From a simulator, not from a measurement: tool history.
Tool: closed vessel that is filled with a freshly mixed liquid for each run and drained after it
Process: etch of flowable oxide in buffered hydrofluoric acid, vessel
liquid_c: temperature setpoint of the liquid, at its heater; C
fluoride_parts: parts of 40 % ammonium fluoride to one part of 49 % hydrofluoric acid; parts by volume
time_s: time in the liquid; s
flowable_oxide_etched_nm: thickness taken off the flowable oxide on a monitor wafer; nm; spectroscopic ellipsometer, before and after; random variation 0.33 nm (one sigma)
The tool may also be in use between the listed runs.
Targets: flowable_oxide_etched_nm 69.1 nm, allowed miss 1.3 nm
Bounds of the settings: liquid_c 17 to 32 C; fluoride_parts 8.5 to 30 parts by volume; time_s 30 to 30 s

run 1 day=0 | liquid_c=25 fluoride_parts=23 time_s=30 | flowable_oxide_etched_nm=63.14
run 2 day=0.283 | liquid_c=28.5 fluoride_parts=23 time_s=30 | flowable_oxide_etched_nm=76.493
run 3 day=0.638 | liquid_c=28 fluoride_parts=23 time_s=30 | flowable_oxide_etched_nm=74.077
run 4 day=0.846 | liquid_c=27.5 fluoride_parts=23 time_s=30 | flowable_oxide_etched_nm=72.399
run 5 day=0.971 | liquid_c=27.5 fluoride_parts=23 time_s=30 | flowable_oxide_etched_nm=72.974
run 6 day=1.229 | liquid_c=27.5 fluoride_parts=28.5 time_s=30 | flowable_oxide_etched_nm=63.11
run 7 day=1.567 | liquid_c=28 fluoride_parts=28.5 time_s=30 | flowable_oxide_etched_nm=64.073
run 8 day=1.888 | liquid_c=28.5 fluoride_parts=28.5 time_s=30 | flowable_oxide_etched_nm=65.736
run 9 day=2.138 | liquid_c=28.5 fluoride_parts=28.5 time_s=30 | flowable_oxide_etched_nm=66.638
run 10 day=2.296 | liquid_c=29 fluoride_parts=28.5 time_s=30 | flowable_oxide_etched_nm=66.983

Which of these 5 next moves meets every target?
run A day=2.454 | liquid_c=28 fluoride_parts=29.5 time_s=30 | flowable_oxide_etched_nm=?
run B day=2.454 | liquid_c=27.5 fluoride_parts=24.5 time_s=30 | flowable_oxide_etched_nm=?
run C day=2.454 | liquid_c=28.5 fluoride_parts=25 time_s=30 | flowable_oxide_etched_nm=?
run D day=2.454 | liquid_c=28.5 fluoride_parts=30 time_s=30 | flowable_oxide_etched_nm=?
run E day=2.454 | liquid_c=28 fluoride_parts=27 time_s=30 | flowable_oxide_etched_nm=?

move=A flowable_oxide_etched_nm=62.583
move=B flowable_oxide_etched_nm=69.181
move=C flowable_oxide_etched_nm=71.987
move=D flowable_oxide_etched_nm=63.555
move=E flowable_oxide_etched_nm=66.489
A: further off than the last run
B: meets every target
C: takes the result that was furthest off past its target
D: further off than the last run
E: further off than the last run
The right move is B.
